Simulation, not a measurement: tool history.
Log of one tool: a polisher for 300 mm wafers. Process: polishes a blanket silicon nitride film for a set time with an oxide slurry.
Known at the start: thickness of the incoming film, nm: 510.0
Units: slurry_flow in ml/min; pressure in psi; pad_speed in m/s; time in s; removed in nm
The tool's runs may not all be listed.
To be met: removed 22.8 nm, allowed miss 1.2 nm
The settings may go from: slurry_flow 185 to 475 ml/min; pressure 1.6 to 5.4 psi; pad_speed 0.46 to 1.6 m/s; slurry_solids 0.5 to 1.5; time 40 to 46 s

Run 1, hour 0: slurry_flow 305 ml/min, pressure 3.5 psi, pad_speed 1.02 m/s, slurry_solids 1, time 46 s. Result: removed 29.806 nm.
Run 2, hour 7.2: slurry_flow 305 ml/min, pressure 3.4 psi, pad_speed 1.02 m/s, slurry_solids 1, time 46 s. Result: removed 29.541 nm.
Run 3, hour 11.1: slurry_flow 305 ml/min, pressure 3.3 psi, pad_speed 1.02 m/s, slurry_solids 1, time 46 s. Result: removed 27.915 nm.
Run 4, hour 17.1: slurry_flow 240 ml/min, pressure 3.3 psi, pad_speed 1.02 m/s, slurry_solids 1, time 46 s. Result: removed 27.573 nm.
At hour 24.8: head pressure recalibrated.
Run 5, hour 24.8: slurry_flow 240 ml/min, pressure 3.3 psi, pad_speed 1.16 m/s, slurry_solids 1, time 46 s. Result: removed 28.455 nm.
Run 6, hour 28.3: slurry_flow 240 ml/min, pressure 3.6 psi, pad_speed 1.16 m/s, slurry_solids 1, time 46 s. Result: removed 30.372 nm.
Run 7, hour 34.1: slurry_flow 240 ml/min, pressure 3.4 psi, pad_speed 1.14 m/s, slurry_solids 1, time 46 s. Result: removed 28.875 nm.
Run 8, hour 36.3: slurry_flow 240 ml/min, pressure 3.3 psi, pad_speed 1.14 m/s, slurry_solids 1, time 46 s. Result: removed 28.537 nm.
Run 9, hour 37.1: slurry_flow 240 ml/min, pressure 3.2 psi, pad_speed 1.14 m/s, slurry_solids 1, time 46 s. Result: removed 28.282 nm.
Run 10, hour 45.9: slurry_flow 240 ml/min, pressure 3.1 psi, pad_speed 1.12 m/s, slurry_solids 1, time 46 s. Result: removed 26.111 nm.
Run 11, hour 50.7: slurry_flow 240 ml/min, pressure 3 psi, pad_speed 1.12 m/s, slurry_solids 1, time 46 s. Result: removed 25.552 nm.
Run 12, hour 52.2: slurry_flow 240 ml/min, pressure 3 psi, pad_speed 1.12 m/s, slurry_solids 1, time 46 s. Result: removed 25.829 nm.
Run 13, hour 52.9: slurry_flow 240 ml/min, pressure 2.9 psi, pad_speed 1.12 m/s, slurry_solids 1, time 46 s. Result: removed 24.012 nm.

4 next moves are on the table. One of them brings every result within its allowed miss. Which?
Run A, hour 53.6: slurry_flow 255 ml/min, pressure 3.5 psi, pad_speed 0.82 m/s, slurry_solids 0.9, time 42 s. Result: removed ?.
Run B, hour 53.6: slurry_flow 285 ml/min, pressure 3.2 psi, pad_speed 0.9 m/s, slurry_solids 1.05, time 44 s. Result: removed ?.
Run C, hour 53.6: slurry_flow 330 ml/min, pressure 2.8 psi, pad_speed 1 m/s, slurry_solids 0.95, time 41 s. Result: removed ?.
Run D, hour 53.6: slurry_flow 230 ml/min, pressure 3.7 psi, pad_speed 0.94 m/s, slurry_solids 0.8, time 46 s. Result: removed ?.

move  removed
   A   20.322
   B   22.466
   C   19.557
   D   24.819
A: takes the result that was furthest off past its target
B: meets every target
C: takes the result that was furthest off past its target
D: further off than the last run
Move B is the one to make.
